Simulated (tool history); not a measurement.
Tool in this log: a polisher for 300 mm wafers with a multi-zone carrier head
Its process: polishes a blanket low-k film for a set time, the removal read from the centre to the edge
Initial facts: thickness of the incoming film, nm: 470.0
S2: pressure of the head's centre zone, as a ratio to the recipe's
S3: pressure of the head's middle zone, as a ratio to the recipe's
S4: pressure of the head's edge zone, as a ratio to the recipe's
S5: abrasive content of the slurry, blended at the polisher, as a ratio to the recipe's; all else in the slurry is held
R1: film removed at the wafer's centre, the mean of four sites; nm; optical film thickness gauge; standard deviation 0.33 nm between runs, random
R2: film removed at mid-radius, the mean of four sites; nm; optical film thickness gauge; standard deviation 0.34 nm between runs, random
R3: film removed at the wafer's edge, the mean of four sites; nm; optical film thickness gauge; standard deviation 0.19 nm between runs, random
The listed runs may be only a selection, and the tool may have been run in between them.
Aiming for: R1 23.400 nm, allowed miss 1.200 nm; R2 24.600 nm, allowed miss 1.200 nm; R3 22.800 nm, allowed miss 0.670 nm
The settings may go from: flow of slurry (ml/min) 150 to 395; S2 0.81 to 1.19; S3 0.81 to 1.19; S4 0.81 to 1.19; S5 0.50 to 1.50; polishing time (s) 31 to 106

run 1 day=0.000 | flow_of_slurry_(ml/min)=250 S2=1.00 S3=1.00 S4=1.00 S5=1.00 polishing_time_(s)=68 | R1=16.301 R2=17.439 R3=16.646
run 2 day=0.071 | flow_of_slurry_(ml/min)=250 S2=1.00 S3=1.00 S4=1.00 S5=1.00 polishing_time_(s)=56 | R1=13.368 R2=14.030 R3=13.804
run 3 day=0.408 | flow_of_slurry_(ml/min)=250 S2=1.06 S3=1.00 S4=1.00 S5=1.00 polishing_time_(s)=56 | R1=14.389 R2=14.227 R3=13.741
run 4 day=0.450 | flow_of_slurry_(ml/min)=250 S2=1.06 S3=1.00 S4=1.00 S5=0.90 polishing_time_(s)=56 | R1=13.952 R2=13.493 R3=12.851
run 5 day=0.704 | flow_of_slurry_(ml/min)=260 S2=1.08 S3=1.03 S4=1.02 S5=1.05 polishing_time_(s)=58 | R1=15.506 R2=15.419 R3=14.762
run 6 day=0.979 | flow_of_slurry_(ml/min)=320 S2=1.08 S3=1.03 S4=1.02 S5=1.05 polishing_time_(s)=58 | R1=16.421 R2=15.736 R3=15.019
run 7 day=1.088 | flow_of_slurry_(ml/min)=320 S2=1.09 S3=1.05 S4=1.03 S5=1.15 polishing_time_(s)=60 | R1=17.733 R2=17.160 R3=16.366
run 8 day=1.454 | flow_of_slurry_(ml/min)=320 S2=1.09 S3=1.07 S4=1.04 S5=1.25 polishing_time_(s)=62 | R1=18.907 R2=18.749 R3=17.532
run 9 day=1.788 | flow_of_slurry_(ml/min)=320 S2=1.09 S3=1.08 S4=1.06 S5=1.30 polishing_time_(s)=64 | R1=19.850 R2=19.916 R3=18.669

Consider the 5 candidate settings below. Which is the only one whose results all fall within their allowed miss of target?
run A day=2.121 | flow_of_slurry_(ml/min)=355 S2=1.08 S3=1.09 S4=0.94 S5=1.10 polishing_time_(s)=54 | R1=? R2=? R3=?
run B day=2.121 | flow_of_slurry_(ml/min)=345 S2=1.08 S3=1.19 S4=1.00 S5=1.40 polishing_time_(s)=79 | R1=? R2=? R3=?
run C day=2.121 | flow_of_slurry_(ml/min)=390 S2=1.03 S3=1.04 S4=1.01 S5=1.30 polishing_time_(s)=79 | R1=? R2=? R3=?
run D day=2.121 | flow_of_slurry_(ml/min)=350 S2=1.14 S3=0.95 S4=1.16 S5=1.30 polishing_time_(s)=54 | R1=? R2=? R3=?
run E day=2.121 | flow_of_slurry_(ml/min)=390 S2=0.97 S3=1.03 S4=1.08 S5=1.25 polishing_time_(s)=60 | R1=? R2=? R3=?

move=A R1=15.541 R2=16.186 R3=13.938
move=B R1=25.191 R2=28.280 R3=23.232
move=C R1=23.540 R2=24.701 R3=22.874
move=D R1=17.638 R2=15.493 R3=16.654
move=E R1=16.550 R2=18.304 R3=17.656
A: its largest miss is bigger than the last run's
B: gets the furthest-off result to its target, but another result is out of tolerance
C: hits every target within its allowed miss
D: its largest miss is bigger than the last run's
E: its largest miss is bigger than the last run's
Go with C: it meets all targets.
